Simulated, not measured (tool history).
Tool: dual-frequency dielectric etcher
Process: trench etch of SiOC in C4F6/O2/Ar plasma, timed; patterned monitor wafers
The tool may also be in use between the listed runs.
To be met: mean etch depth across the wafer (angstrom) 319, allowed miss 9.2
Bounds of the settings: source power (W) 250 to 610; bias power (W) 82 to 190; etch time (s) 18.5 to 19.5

| run | hour | source power (W) | bias power (W) | etch time (s) | mean etch depth across the wafer (angstrom) |
|---|---|---|---|---|---|
| 1 | 0 | 430 | 136 | 18.5 | 368.42 |
| 2 | 3.1 | 400 | 133 | 18.5 | 357.73 |
| 3 | 6.9 | 470 | 133 | 18.5 | 375.23 |
| 4 | 7.7 | 470 | 133 | 18.5 | 377.61 |
| 5 | 8.4 | 470 | 133 | 18.5 | 376.74 |
| 6 | 13.8 | 440 | 128 | 18.5 | 363.89 |
| 7 | 22.1 | 420 | 124 | 18.5 | 357.97 |
| 8 | 28.5 | 400 | 120 | 18.5 | 343.16 |

4 next moves are on the table. One of them brings every result within its allowed miss. Which?
| A | 34.9 | 460 | 105 | 18.5 | ? |
| B | 34.9 | 380 | 145 | 18.5 | ? |
| C | 34.9 | 380 | 97 | 18.5 | ? |
| D | 34.9 | 400 | 124 | 19.5 | ? |

| move | mean etch depth across the wafer (angstrom) |
|---|---|
| A | 345.76 |
| B | 355.86 |
| C | 317.04 |
| D | 364.24 |
A: further off than the last run
B: further off than the last run
C: meets every target
D: further off than the last run
Answer: C
